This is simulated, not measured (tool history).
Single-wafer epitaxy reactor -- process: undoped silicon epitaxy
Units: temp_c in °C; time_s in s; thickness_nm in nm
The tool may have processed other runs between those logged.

run  hour  temp_c  time_s  thickness_nm
  1     0     640     377        56.665
  2   5.2     635     360        49.188
  3  11.9     644     360        58.439
  4  14.9     638     342        49.415
  5  23.5     634     329        44.226
  6  25.5     634     367        49.436

Run 7 has not been measured yet. What should we expect?
  7  32.1     630     347             ?

For run 7 the tool returned thickness_nm 43.241 nm.

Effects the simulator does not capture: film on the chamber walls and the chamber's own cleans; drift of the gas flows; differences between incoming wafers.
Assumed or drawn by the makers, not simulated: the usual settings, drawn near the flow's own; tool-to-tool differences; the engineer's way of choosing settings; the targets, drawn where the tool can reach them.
